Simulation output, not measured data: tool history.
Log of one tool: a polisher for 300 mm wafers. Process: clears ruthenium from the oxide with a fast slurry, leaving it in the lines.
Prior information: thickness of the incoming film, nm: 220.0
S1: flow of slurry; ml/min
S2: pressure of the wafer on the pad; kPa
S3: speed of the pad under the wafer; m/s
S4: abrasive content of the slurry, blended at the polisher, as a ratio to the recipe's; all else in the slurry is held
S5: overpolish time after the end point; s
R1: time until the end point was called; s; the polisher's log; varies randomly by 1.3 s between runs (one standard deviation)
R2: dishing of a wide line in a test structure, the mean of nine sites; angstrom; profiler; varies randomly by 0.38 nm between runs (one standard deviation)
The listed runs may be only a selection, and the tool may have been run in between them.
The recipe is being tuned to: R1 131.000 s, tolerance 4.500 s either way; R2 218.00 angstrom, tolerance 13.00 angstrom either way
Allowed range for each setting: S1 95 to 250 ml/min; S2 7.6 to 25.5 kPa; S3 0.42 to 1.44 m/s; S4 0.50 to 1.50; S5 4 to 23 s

Run 1, day 0.000: S1 160 ml/min, S2 16.5 kPa, S3 0.92 m/s, S4 1.00, S5 12 s. Result: R1 63.962 s, R2 321.18 angstrom.
Run 2, day 0.325: S1 160 ml/min, S2 16.5 kPa, S3 1.04 m/s, S4 1.00, S5 12 s. Result: R1 56.914 s, R2 355.19 angstrom.
Run 3, day 0.533: S1 160 ml/min, S2 16.5 kPa, S3 1.04 m/s, S4 1.00, S5 17 s. Result: R1 55.948 s, R2 494.62 angstrom.
Run 4, day 0.683: S1 160 ml/min, S2 16.5 kPa, S3 1.04 m/s, S4 1.15, S5 17 s. Result: R1 53.599 s, R2 496.73 angstrom.
Run 5, day 0.875: S1 155 ml/min, S2 13.8 kPa, S3 0.94 m/s, S4 1.15, S5 17 s. Result: R1 70.832 s, R2 396.20 angstrom.
Run 6, day 0.958: S1 175 ml/min, S2 13.8 kPa, S3 0.94 m/s, S4 1.15, S5 17 s. Result: R1 69.317 s, R2 399.62 angstrom.
Run 7, day 1.154: S1 170 ml/min, S2 11.7 kPa, S3 0.86 m/s, S4 1.15, S5 17 s. Result: R1 89.846 s, R2 320.43 angstrom.
Run 8, day 1.412: S1 170 ml/min, S2 11.7 kPa, S3 0.86 m/s, S4 1.15, S5 17 s. Result: R1 89.218 s, R2 320.52 angstrom.
Run 9, day 1.583: S1 165 ml/min, S2 10.3 kPa, S3 0.84 m/s, S4 1.15, S5 17 s. Result: R1 104.040 s, R2 295.86 angstrom.
Run 10, day 1.612: S1 155 ml/min, S2 9.7 kPa, S3 0.84 m/s, S4 1.15, S5 16 s. Result: R1 111.460 s, R2 257.72 angstrom.
Run 11, day 1.883: S1 145 ml/min, S2 9.0 kPa, S3 0.84 m/s, S4 1.15, S5 16 s. Result: R1 119.190 s, R2 235.14 angstrom.
Run 12, day 2.054: S1 135 ml/min, S2 9.0 kPa, S3 0.84 m/s, S4 1.15, S5 16 s. Result: R1 119.820 s, R2 225.43 angstrom.
Run 13, day 2.429: S1 125 ml/min, S2 9.0 kPa, S3 0.84 m/s, S4 1.15, S5 16 s. Result: R1 123.330 s, R2 234.87 angstrom.
Run 14, day 2.717: S1 120 ml/min, S2 9.0 kPa, S3 0.84 m/s, S4 1.15, S5 16 s. Result: R1 122.300 s, R2 232.41 angstrom.
Run 15, day 3.000: S1 115 ml/min, S2 9.0 kPa, S3 0.84 m/s, S4 1.15, S5 16 s. Result: R1 124.480 s, R2 233.02 angstrom.
Run 16, day 3.312: S1 115 ml/min, S2 9.0 kPa, S3 0.84 m/s, S4 1.15, S5 16 s. Result: R1 124.440 s, R2 225.90 angstrom.
Run 17, day 3.462: S1 110 ml/min, S2 9.0 kPa, S3 0.84 m/s, S4 1.15, S5 16 s. Result: R1 124.590 s, R2 228.98 angstrom.
Run 18, day 3.617: S1 105 ml/min, S2 8.3 kPa, S3 0.84 m/s, S4 1.15, S5 16 s. Result: R1 135.740 s, R2 207.96 angstrom.

5 next moves are on the table. One of them brings every result within its allowed miss. Which?
Run A, day 3.771: S1 110 ml/min, S2 8.3 kPa, S3 0.90 m/s, S4 1.00, S5 14 s. Result: R1 ?, R2 ?.
Run B, day 3.771: S1 165 ml/min, S2 8.3 kPa, S3 1.00 m/s, S4 0.85, S5 15 s. Result: R1 ?, R2 ?.
Run C, day 3.771: S1 95 ml/min, S2 9.0 kPa, S3 0.86 m/s, S4 1.05, S5 16 s. Result: R1 ?, R2 ?.
Run D, day 3.771: S1 95 ml/min, S2 9.0 kPa, S3 0.80 m/s, S4 1.05, S5 15 s. Result: R1 ?, R2 ?.
Run E, day 3.771: S1 95 ml/min, S2 7.6 kPa, S3 0.88 m/s, S4 1.10, S5 17 s. Result: R1 ?, R2 ?.

move       R1      R2
   A  133.800  191.39
   B  120.900  224.26
   C  130.520  221.78
   D  139.970  195.72
   E  146.940  210.19
A: the furthest-off result lands on target, but another misses its tolerance
B: the result that was furthest off in the last run now lies on the other side of its target
C: all results in spec
D: misses by more than the last run did
E: misses by more than the last run did
C is the move that brings every result within its allowed miss.
